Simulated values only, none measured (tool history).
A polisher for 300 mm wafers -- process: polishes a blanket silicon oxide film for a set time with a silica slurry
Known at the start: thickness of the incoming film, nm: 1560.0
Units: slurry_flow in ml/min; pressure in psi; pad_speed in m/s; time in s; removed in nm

Run 1, hour 0: slurry_flow 260 ml/min, pressure 5.3 psi, pad_speed 1.08 m/s, slurry_solids 1, time 127 s. Result: removed 488.84 nm.
Run 2, hour 7.2: slurry_flow 265 ml/min, pressure 5.8 psi, pad_speed 1.08 m/s, slurry_solids 1, time 127 s. Result: removed 530.8 nm.
Run 3, hour 14.8: slurry_flow 265 ml/min, pressure 5.8 psi, pad_speed 1.2 m/s, slurry_solids 1, time 127 s. Result: removed 580.96 nm.
Run 4, hour 19.4: slurry_flow 265 ml/min, pressure 5.8 psi, pad_speed 1.2 m/s, slurry_solids 0.9, time 127 s. Result: removed 559.85 nm.
Run 5, hour 28.5: slurry_flow 265 ml/min, pressure 5.8 psi, pad_speed 1.2 m/s, slurry_solids 1.05, time 127 s. Result: removed 589.59 nm.
Run 6, hour 29.2: slurry_flow 265 ml/min, pressure 5.1 psi, pad_speed 1.2 m/s, slurry_solids 1.05, time 127 s. Result: removed 521.79 nm.
Run 7, hour 37.9: slurry_flow 265 ml/min, pressure 5.5 psi, pad_speed 1.2 m/s, slurry_solids 1.05, time 127 s. Result: removed 557.74 nm.
Run 8, hour 46.3: slurry_flow 265 ml/min, pressure 5.8 psi, pad_speed 1.2 m/s, slurry_solids 1.05, time 127 s. Result: removed 586.76 nm.
Run 9, hour 47.7: slurry_flow 265 ml/min, pressure 6.1 psi, pad_speed 1.2 m/s, slurry_solids 1.05, time 127 s. Result: removed 627.53 nm.

What will run 10 give?
Run 10, hour 52.9: slurry_flow 265 ml/min, pressure 6.2 psi, pad_speed 1.2 m/s, slurry_solids 1.05, time 127 s. Result: removed ?.

removed: 628.92 nm
